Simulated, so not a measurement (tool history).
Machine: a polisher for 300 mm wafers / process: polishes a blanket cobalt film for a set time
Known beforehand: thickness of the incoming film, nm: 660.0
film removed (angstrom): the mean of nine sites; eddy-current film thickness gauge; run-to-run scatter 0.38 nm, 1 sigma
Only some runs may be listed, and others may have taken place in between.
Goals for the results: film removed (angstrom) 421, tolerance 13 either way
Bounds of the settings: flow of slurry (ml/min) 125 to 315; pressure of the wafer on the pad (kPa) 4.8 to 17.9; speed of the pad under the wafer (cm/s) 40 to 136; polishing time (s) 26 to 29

run,day,flow of slurry (ml/min),pressure of the wafer on the pad (kPa),speed of the pad under the wafer (cm/s),polishing time (s),film removed (angstrom)
1,0,205,11,88,29,821.85
2,0.362,205,11,68,29,630.67
3,0.471,205,11,86,29,803.49
4,0.704,205,11,86,26,725.01
5,0.938,205,10.3,86,26,680.86
6,1.058,205,10.3,86,29,744.05
7,1.296,205,9.7,86,29,694.89
# day 1.375: head pressure recalibrated
8,1.375,195,6.2,82,29,484.1

Of the 4 settings listed for the next run, only one would bring every result within its allowed miss of target. Which one?
A,1.454,220,4.8,96,27,?
B,1.454,210,6.9,76,29,?
C,1.454,235,6.2,102,27,?
D,1.454,180,8.3,60,28,?

move,film removed (angstrom)
A,426.5
B,508.58
C,577.58
D,456.16
A: meets every target
B: misses by more than the last run did
C: misses by more than the last run did
D: closes in on the targets versus the last run, not all within tolerance yet
The move that meets every target is A.

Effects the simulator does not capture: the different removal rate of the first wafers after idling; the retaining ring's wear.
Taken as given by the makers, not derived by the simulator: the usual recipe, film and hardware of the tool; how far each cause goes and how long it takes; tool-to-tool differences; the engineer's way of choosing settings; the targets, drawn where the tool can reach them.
